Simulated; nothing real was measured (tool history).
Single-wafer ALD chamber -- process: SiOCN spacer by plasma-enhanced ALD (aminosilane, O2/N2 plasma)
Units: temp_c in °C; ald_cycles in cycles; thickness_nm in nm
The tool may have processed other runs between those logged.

{"run": 1, "day": 0.0, "temp_c": 420, "ald_cycles": 58, "thickness_nm": 3.1134}
{"run": 2, "day": 0.292, "temp_c": 422, "ald_cycles": 54, "thickness_nm": 2.8706}
{"run": 3, "day": 0.421, "temp_c": 424, "ald_cycles": 51, "thickness_nm": 2.709}
{"run": 4, "day": 0.679, "temp_c": 425, "ald_cycles": 49, "thickness_nm": 2.5578}
{"day": 1.012, "done": "thermocouple changed; heater temperature recalibrated"}
{"run": 5, "day": 1.012, "temp_c": 427, "ald_cycles": 48, "thickness_nm": 2.4653}
{"run": 6, "day": 1.2, "temp_c": 427, "ald_cycles": 54, "thickness_nm": 2.8107}
{"run": 7, "day": 1.458, "temp_c": 429, "ald_cycles": 52, "thickness_nm": 2.6911}
{"run": 8, "day": 1.717, "temp_c": 430, "ald_cycles": 50, "thickness_nm": 2.5495}
{"run": 9, "day": 1.896, "temp_c": 432, "ald_cycles": 49, "thickness_nm": 2.4975}

Run 10 comes next. What will it give?
{"run": 10, "day": 2.071, "temp_c": 432, "ald_cycles": 49, "thickness_nm": "?"}

{"run 10": {"thickness_nm": 2.5071}}
